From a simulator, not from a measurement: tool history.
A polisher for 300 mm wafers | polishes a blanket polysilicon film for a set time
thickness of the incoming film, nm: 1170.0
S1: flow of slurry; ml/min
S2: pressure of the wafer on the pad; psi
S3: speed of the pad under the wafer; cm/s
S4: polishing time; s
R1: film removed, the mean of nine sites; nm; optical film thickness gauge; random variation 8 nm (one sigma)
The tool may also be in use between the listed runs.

run,day,S1,S2,S3,S4,R1
1,0,190,3,90,49,387.4
2,0.279,190,3.3,90,49,434.37
3,0.396,190,3.5,90,49,462.44
4,0.496,190,4,90,49,517.58
5,0.688,190,4.1,90,49,532.72
6,0.975,190,3.5,90,49,444.86
7,1.288,190,3.8,90,49,482.83
8,1.517,190,4,92,49,534.21
9,1.767,190,4.1,92,49,540.27

Run 10 comes next. What will it give?
10,1.954,190,4.2,92,49,?

Run 10 gave R1 539.63 nm.
